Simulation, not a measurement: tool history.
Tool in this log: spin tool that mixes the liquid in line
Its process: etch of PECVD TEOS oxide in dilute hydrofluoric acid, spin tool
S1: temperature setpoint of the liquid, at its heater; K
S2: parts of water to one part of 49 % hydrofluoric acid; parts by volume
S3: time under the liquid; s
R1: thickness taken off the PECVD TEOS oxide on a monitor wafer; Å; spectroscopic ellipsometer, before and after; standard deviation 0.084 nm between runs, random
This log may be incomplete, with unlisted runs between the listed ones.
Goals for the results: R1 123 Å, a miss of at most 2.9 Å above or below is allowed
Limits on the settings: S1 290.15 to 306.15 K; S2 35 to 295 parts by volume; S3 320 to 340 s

run,day,S1,S2,S3,R1
1,0,298.15,165,320,225.19
2,0.35,298.15,195,320,185.25
3,0.462,298.15,195,320,182.44
4,0.662,296.15,195,320,170.96
5,0.829,296.15,195,320,170.75
6,0.942,295.15,200,320,160.09
7,1.3,294.65,200,320,156.09
8,1.638,294.15,200,320,152.59
9,2.004,293.65,200,320,148.59
10,2.317,293.15,200,320,149.08
11,2.462,292.65,200,320,145.39
12,2.8,292.15,200,320,141.22
13,3.117,291.65,200,320,141.06
14,3.25,290.65,205,320,130.46
15,3.55,290.65,205,320,129.75

Which single option among these 5 for the next run brings every result within its allowed miss of target? Just one does.
A,3.85,290.65,210,335,?
B,3.85,292.15,220,325,?
C,3.85,290.15,220,335,?
D,3.85,290.15,205,325,?
E,3.85,290.65,210,325,?

move,R1
A,131.26
B,127.69
C,121.73
D,128.47
E,127.34
A: its largest miss is bigger than the last run's
B: gains on the last run, yet a result remains outside its allowed miss
C: in spec on every target
D: gains on the last run, yet a result remains outside its allowed miss
E: gains on the last run, yet a result remains outside its allowed miss
The right move is C.
